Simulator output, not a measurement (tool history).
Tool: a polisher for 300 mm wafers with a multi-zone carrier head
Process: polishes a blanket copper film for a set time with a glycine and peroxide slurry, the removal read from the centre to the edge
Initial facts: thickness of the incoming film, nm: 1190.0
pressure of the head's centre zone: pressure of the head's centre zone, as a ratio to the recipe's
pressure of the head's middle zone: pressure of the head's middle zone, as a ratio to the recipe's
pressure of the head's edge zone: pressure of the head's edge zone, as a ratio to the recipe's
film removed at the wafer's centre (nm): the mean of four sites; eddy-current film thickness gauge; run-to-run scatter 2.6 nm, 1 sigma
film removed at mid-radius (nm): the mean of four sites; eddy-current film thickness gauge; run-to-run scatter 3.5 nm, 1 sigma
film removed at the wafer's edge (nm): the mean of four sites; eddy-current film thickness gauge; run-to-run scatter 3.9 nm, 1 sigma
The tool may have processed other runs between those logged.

| run | hour | flow of slurry (ml/min) | pressure of the head's centre zone | pressure of the head's middle zone | pressure of the head's edge zone | polishing time (s) | film removed at the wafer's centre (nm) | film removed at mid-radius (nm) | film removed at the wafer's edge (nm) |
|---|---|---|---|---|---|---|---|---|---|
| 1 | 0 | 190 | 1 | 1 | 1 | 89 | 412.1 | 409.46 | 412.74 |
| 2 | 8.3 | 185 | 1 | 0.98 | 0.99 | 88 | 407.56 | 384.61 | 403.34 |
| 3 | 15.1 | 180 | 0.99 | 0.97 | 0.98 | 88 | 405.97 | 391.44 | 397.99 |
| 4 | 19.8 | 175 | 0.99 | 0.95 | 0.98 | 87 | 389.83 | 382.48 | 389.28 |
| 5 | 25.8 | 175 | 0.99 | 0.95 | 1.04 | 87 | 393.59 | 376.27 | 399.78 |
| 6 | 28.8 | 170 | 0.99 | 0.93 | 1.04 | 86 | 384.3 | 360.58 | 392.58 |
| 7 | 33.2 | 165 | 0.99 | 0.92 | 1.04 | 86 | 384 | 361.89 | 386.69 |
| 8 | 41.3 | 165 | 0.99 | 0.91 | 1.05 | 86 | 384.14 | 351.22 | 396.35 |
| 9 | 46.5 | 160 | 0.99 | 0.9 | 1.04 | 86 | 379.88 | 354.81 | 393.12 |
| 10 | 52.7 | 160 | 1 | 0.89 | 1.04 | 85 | 381.13 | 341.61 | 393.17 |
| 11 | 57.9 | 160 | 1 | 0.89 | 1.03 | 84 | 376.81 | 335.84 | 385.88 |
| 12 | 60.5 | 155 | 1 | 0.89 | 1.02 | 84 | 369.52 | 336.76 | 386.87 |
| 13 | 67.7 | 160 | 1 | 0.89 | 1.02 | 83 | 371.54 | 337.82 | 365.24 |

Run 14, settings as shown, results not yet in. Your forecast:
| 14 | 72.9 | 160 | 1 | 0.88 | 1.02 | 83 | ? | ? | ? |

{"run 14": {"film removed at the wafer's centre (nm)": 374.77, "film removed at mid-radius (nm)": 330.98, "film removed at the wafer's edge (nm)": 377.04}}
